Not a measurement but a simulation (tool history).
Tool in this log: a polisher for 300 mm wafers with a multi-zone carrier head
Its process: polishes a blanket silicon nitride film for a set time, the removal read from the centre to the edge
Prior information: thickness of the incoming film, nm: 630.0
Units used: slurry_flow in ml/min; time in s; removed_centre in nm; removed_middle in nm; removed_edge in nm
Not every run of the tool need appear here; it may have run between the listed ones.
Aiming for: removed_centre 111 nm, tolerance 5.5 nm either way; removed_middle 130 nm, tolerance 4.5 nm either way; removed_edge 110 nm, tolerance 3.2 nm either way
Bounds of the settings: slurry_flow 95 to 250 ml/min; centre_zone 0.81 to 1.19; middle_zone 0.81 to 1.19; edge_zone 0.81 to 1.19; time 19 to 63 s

Run 1, day 0: slurry_flow 160 ml/min, centre_zone 1, middle_zone 1, edge_zone 1, time 41 s. Result: removed_centre 127.42 nm, removed_middle 126.79 nm, removed_edge 126.07 nm.
Run 2, day 0.033: slurry_flow 150 ml/min, centre_zone 0.98, middle_zone 1.03, edge_zone 0.95, time 41 s. Result: removed_centre 125.03 nm, removed_middle 127.16 nm, removed_edge 118.84 nm.
Run 3, day 0.388: slurry_flow 140 ml/min, centre_zone 0.95, middle_zone 1.06, edge_zone 0.94, time 41 s. Result: removed_centre 117.34 nm, removed_middle 129.73 nm, removed_edge 118.28 nm.
Run 4, day 0.667: slurry_flow 155 ml/min, centre_zone 0.95, middle_zone 1.06, edge_zone 0.94, time 41 s. Result: removed_centre 119.85 nm, removed_middle 132.65 nm, removed_edge 120.59 nm.
Run 5, day 0.771: slurry_flow 155 ml/min, centre_zone 0.95, middle_zone 1.06, edge_zone 0.87, time 41 s. Result: removed_centre 121.64 nm, removed_middle 132.18 nm, removed_edge 115.46 nm.
Run 6, day 0.812: slurry_flow 155 ml/min, centre_zone 0.95, middle_zone 1.06, edge_zone 0.87, time 47 s. Result: removed_centre 137.18 nm, removed_middle 153.18 nm, removed_edge 132.66 nm.
Run 7, day 0.892: slurry_flow 145 ml/min, centre_zone 0.93, middle_zone 1.06, edge_zone 0.85, time 45 s. Result: removed_centre 130.64 nm, removed_middle 144.52 nm, removed_edge 122.87 nm.
Run 8, day 1.238: slurry_flow 135 ml/min, centre_zone 0.9, middle_zone 1.05, edge_zone 0.85, time 44 s. Result: removed_centre 118.19 nm, removed_middle 135.22 nm, removed_edge 120.59 nm.
Run 9, day 1.562: slurry_flow 125 ml/min, centre_zone 0.9, middle_zone 1.06, edge_zone 0.84, time 43 s. Result: removed_centre 115.4 nm, removed_middle 131.68 nm, removed_edge 115.11 nm.
Run 10, day 1.642: slurry_flow 120 ml/min, centre_zone 0.9, middle_zone 1.07, edge_zone 0.83, time 43 s. Result: removed_centre 112.23 nm, removed_middle 130.76 nm, removed_edge 115.38 nm.

Below are 5 possible settings for the next run. Only one of them brings all results inside the allowed miss of their targets. Which is it?
Run A, day 1.721: slurry_flow 130 ml/min, centre_zone 0.89, middle_zone 1.06, edge_zone 0.86, time 43 s. Result: removed_centre ?, removed_middle ?, removed_edge ?.
Run B, day 1.721: slurry_flow 95 ml/min, centre_zone 0.88, middle_zone 1.05, edge_zone 0.89, time 50 s. Result: removed_centre ?, removed_middle ?, removed_edge ?.
Run C, day 1.721: slurry_flow 95 ml/min, centre_zone 0.9, middle_zone 0.99, edge_zone 1, time 46 s. Result: removed_centre ?, removed_middle ?, removed_edge ?.
Run D, day 1.721: slurry_flow 155 ml/min, centre_zone 0.9, middle_zone 1.15, edge_zone 0.81, time 38 s. Result: removed_centre ?, removed_middle ?, removed_edge ?.
Run E, day 1.721: slurry_flow 95 ml/min, centre_zone 0.98, middle_zone 1.16, edge_zone 0.87, time 43 s. Result: removed_centre ?, removed_middle ?, removed_edge ?.

move  removed_centre  removed_middle  removed_edge
   A          115.36          134.09        119.54
   B          119.18          140.98        132.53
   C          112.11          123.37        128.88
   D          107.84          132.12        105.65
   E          114.33          131.98        112.64
A: misses by more than the last run did
B: misses by more than the last run did
C: misses by more than the last run did
D: the result that was furthest off in the last run now lies on the other side of its target
E: each result inside its tolerance
Correct choice: E, which meets every target
